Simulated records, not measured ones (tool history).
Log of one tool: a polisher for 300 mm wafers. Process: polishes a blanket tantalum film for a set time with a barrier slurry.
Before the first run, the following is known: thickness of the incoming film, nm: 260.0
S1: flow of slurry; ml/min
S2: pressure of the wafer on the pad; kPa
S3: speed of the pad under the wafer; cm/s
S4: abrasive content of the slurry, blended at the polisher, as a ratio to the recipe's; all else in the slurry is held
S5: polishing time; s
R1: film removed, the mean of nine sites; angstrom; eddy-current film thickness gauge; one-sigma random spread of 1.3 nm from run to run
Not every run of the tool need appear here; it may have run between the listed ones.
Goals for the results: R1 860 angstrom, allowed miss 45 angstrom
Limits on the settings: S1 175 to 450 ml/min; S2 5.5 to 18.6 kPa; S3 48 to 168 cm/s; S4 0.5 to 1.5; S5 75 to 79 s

{"run": 1, "hour": 0.0, "S1": 290, "S2": 11.7, "S3": 108, "S4": 1, "S5": 75, "R1": 1074}
{"run": 2, "hour": 3.9, "S1": 355, "S2": 11.7, "S3": 108, "S4": 1, "S5": 75, "R1": 1108.2}
{"run": 3, "hour": 8.8, "S1": 355, "S2": 11.7, "S3": 108, "S4": 1, "S5": 79, "R1": 1195.1}
{"run": 4, "hour": 15.4, "S1": 355, "S2": 11, "S3": 108, "S4": 1, "S5": 79, "R1": 1116.7}
{"run": 5, "hour": 17.6, "S1": 355, "S2": 11, "S3": 108, "S4": 1.1, "S5": 79, "R1": 1169.2}
{"run": 6, "hour": 22.7, "S1": 355, "S2": 11, "S3": 132, "S4": 1.1, "S5": 79, "R1": 1427.6}
{"run": 7, "hour": 31.4, "S1": 355, "S2": 10.3, "S3": 132, "S4": 1.1, "S5": 79, "R1": 1310.3}
{"run": 8, "hour": 40.1, "S1": 355, "S2": 9.7, "S3": 132, "S4": 1.1, "S5": 79, "R1": 1286.4}
{"run": 9, "hour": 48.6, "S1": 355, "S2": 9.7, "S3": 132, "S4": 1.1, "S5": 79, "R1": 1280}
{"run": 10, "hour": 49.2, "S1": 355, "S2": 9, "S3": 130, "S4": 1.1, "S5": 79, "R1": 1199}
{"run": 11, "hour": 52.4, "S1": 355, "S2": 5.5, "S3": 120, "S4": 1.1, "S5": 79, "R1": 793.21}

Exercise: of the 4 proposed moves below, exactly one satisfies all targets within the stated allowed misses. Which move is it?
{"run": "A", "hour": 55.6, "S1": 310, "S2": 6.2, "S3": 102, "S4": 1.25, "S5": 78, "R1": "?"}
{"run": "B", "hour": 55.6, "S1": 370, "S2": 5.5, "S3": 120, "S4": 1.05, "S5": 76, "R1": "?"}
{"run": "C", "hour": 55.6, "S1": 385, "S2": 6.2, "S3": 120, "S4": 1.05, "S5": 79, "R1": "?"}
{"run": "D", "hour": 55.6, "S1": 350, "S2": 6.9, "S3": 102, "S4": 0.9, "S5": 79, "R1": "?"}

move=A R1=764.08
move=B R1=776.86
move=C R1=870.99
move=D R1=746.17
A: moves away from the targets compared with the last run
B: moves away from the targets compared with the last run
C: every result within its allowed miss
D: moves away from the targets compared with the last run
So the answer is move C, the one that meets all the targets.

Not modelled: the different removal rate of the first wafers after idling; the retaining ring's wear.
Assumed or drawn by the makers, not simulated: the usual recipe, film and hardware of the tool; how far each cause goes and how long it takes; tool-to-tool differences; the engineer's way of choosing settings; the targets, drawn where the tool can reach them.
